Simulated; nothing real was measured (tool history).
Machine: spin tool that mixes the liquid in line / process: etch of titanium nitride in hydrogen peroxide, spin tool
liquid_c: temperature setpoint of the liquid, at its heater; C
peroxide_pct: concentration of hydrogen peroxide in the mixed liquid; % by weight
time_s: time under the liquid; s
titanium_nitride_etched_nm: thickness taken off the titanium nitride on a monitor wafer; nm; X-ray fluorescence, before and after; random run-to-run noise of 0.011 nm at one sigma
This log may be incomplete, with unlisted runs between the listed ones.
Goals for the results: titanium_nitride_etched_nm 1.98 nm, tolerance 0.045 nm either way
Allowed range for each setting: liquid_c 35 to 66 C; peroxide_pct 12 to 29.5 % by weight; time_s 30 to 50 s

run    day  liquid_c  peroxide_pct  time_s  titanium_nitride_etched_nm
  1      0        51            20      50                       2.617
  2  0.171        58            20      50                      4.3063
  3  0.367        58            23      50                       4.422
  4  0.404        54            23      50                      3.3248
  5  0.738      52.5            23      50                      3.0287
  6  0.888      52.5            23      50                      3.0048
  7   0.95        51            23      50                      2.7138
  8  1.288        50            23      50                      2.5059
  9  1.312        49            23      50                      2.3611
 10  1.562      48.5            23      50                      2.2645
 11  1.754        48            23      50                       2.178
 12  2.112      47.5            23      50                      2.1093

5 next moves are on the table. One of them brings every result within its allowed miss. Which?
  A  2.471        48            21      50                           ?
  B  2.471        49            22      50                           ?
  C  2.471        48          25.5      50                           ?
  D  2.471        47            21      50                           ?
  E  2.471        46          23.5      50                           ?

move  titanium_nitride_etched_nm
   A                      2.1304
   B                      2.3146
   C                      2.2219
   D                      1.9797
   E                       1.884
A: lands further from the targets than the last run did
B: lands further from the targets than the last run did
C: lands further from the targets than the last run did
D: all results land within tolerance of their targets
E: takes the biggest miss from the last run beyond its target
Correct choice: D, which meets every target
